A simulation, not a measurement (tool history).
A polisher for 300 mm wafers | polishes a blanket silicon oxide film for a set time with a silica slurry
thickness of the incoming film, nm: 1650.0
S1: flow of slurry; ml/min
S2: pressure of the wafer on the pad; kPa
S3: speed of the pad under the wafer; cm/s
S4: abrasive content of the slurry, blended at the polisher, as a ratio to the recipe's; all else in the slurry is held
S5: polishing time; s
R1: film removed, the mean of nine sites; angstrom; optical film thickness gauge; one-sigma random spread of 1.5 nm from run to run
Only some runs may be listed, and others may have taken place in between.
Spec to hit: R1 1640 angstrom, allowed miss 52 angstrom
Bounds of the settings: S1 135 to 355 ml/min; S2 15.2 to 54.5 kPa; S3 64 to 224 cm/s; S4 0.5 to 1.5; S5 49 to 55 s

{"run": 1, "hour": 0.0, "S1": 225, "S2": 34.5, "S3": 144, "S4": 1, "S5": 55, "R1": 2276.3}
{"run": 2, "hour": 7.0, "S1": 225, "S2": 34.5, "S3": 170, "S4": 1, "S5": 55, "R1": 2600.6}
{"run": 3, "hour": 11.8, "S1": 225, "S2": 40.7, "S3": 170, "S4": 1, "S5": 55, "R1": 3083.7}
{"run": 4, "hour": 18.4, "S1": 225, "S2": 40.7, "S3": 170, "S4": 1, "S5": 49, "R1": 2730.4}
{"run": 5, "hour": 25.1, "S1": 225, "S2": 37.9, "S3": 170, "S4": 1, "S5": 49, "R1": 2562.4}
{"run": 6, "hour": 26.0, "S1": 225, "S2": 41.4, "S3": 170, "S4": 1, "S5": 49, "R1": 2785.4}
{"run": 7, "hour": 27.7, "S1": 225, "S2": 38.6, "S3": 170, "S4": 1, "S5": 49, "R1": 2575.9}
{"run": 8, "hour": 35.8, "S1": 225, "S2": 36.5, "S3": 170, "S4": 1, "S5": 49, "R1": 2440}
{"run": 9, "hour": 40.9, "S1": 225, "S2": 34.5, "S3": 170, "S4": 1, "S5": 49, "R1": 2327.6}

Exercise: of the 4 proposed moves below, exactly one satisfies all targets within the stated allowed misses. Which move is it?
{"run": "A", "hour": 46.0, "S1": 225, "S2": 25.5, "S3": 148, "S4": 0.85, "S5": 49, "R1": "?"}
{"run": "B", "hour": 46.0, "S1": 295, "S2": 35.2, "S3": 116, "S4": 0.75, "S5": 49, "R1": "?"}
{"run": "C", "hour": 46.0, "S1": 265, "S2": 49.6, "S3": 154, "S4": 1.3, "S5": 55, "R1": "?"}
{"run": "D", "hour": 46.0, "S1": 235, "S2": 24.8, "S3": 142, "S4": 0.85, "S5": 49, "R1": "?"}

move=A R1=1486
move=B R1=1653.6
move=C R1=3812.6
move=D R1=1408
A: the result that was furthest off in the last run now lies on the other side of its target
B: every result lands within tolerance
C: moves away from the targets compared with the last run
D: the result that was furthest off in the last run now lies on the other side of its target
So the answer is move B, the one that meets all the targets.
